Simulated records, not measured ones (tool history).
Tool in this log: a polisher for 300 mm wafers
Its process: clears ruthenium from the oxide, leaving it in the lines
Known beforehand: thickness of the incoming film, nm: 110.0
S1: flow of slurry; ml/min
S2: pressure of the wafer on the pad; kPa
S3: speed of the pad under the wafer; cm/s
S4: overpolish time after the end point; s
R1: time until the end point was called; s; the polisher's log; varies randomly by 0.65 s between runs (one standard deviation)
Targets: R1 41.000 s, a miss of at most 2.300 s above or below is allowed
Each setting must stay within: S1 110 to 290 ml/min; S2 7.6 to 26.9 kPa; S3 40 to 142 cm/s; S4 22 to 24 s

run,hour,S1,S2,S3,S4,R1
1,0.0,185,17.2,90,22,73.634
2,8.8,185,17.2,90,22,73.823
3,9.8,185,17.2,90,24,73.004
4,15.8,185,19.3,90,24,65.588
5,21.5,185,15.2,90,24,84.582
6,28.2,185,18.6,92,24,68.866
7,30.3,185,21.4,96,24,57.349
8,36.6,185,23.4,98,24,52.391
9,45.3,185,24.8,102,24,47.028

4 next moves are on the table. One of them brings every result within its allowed miss. Which?
A,54.0,200,24.8,94,22,?
B,54.0,180,20.0,142,22,?
C,54.0,190,22.1,94,24,?
D,54.0,185,23.4,88,24,?

move,R1
A,50.007
B,40.949
C,55.837
D,56.621
A: misses by more than the last run did
B: every result lands within tolerance
C: misses by more than the last run did
D: misses by more than the last run did
So the answer is move B, the one that meets all the targets.
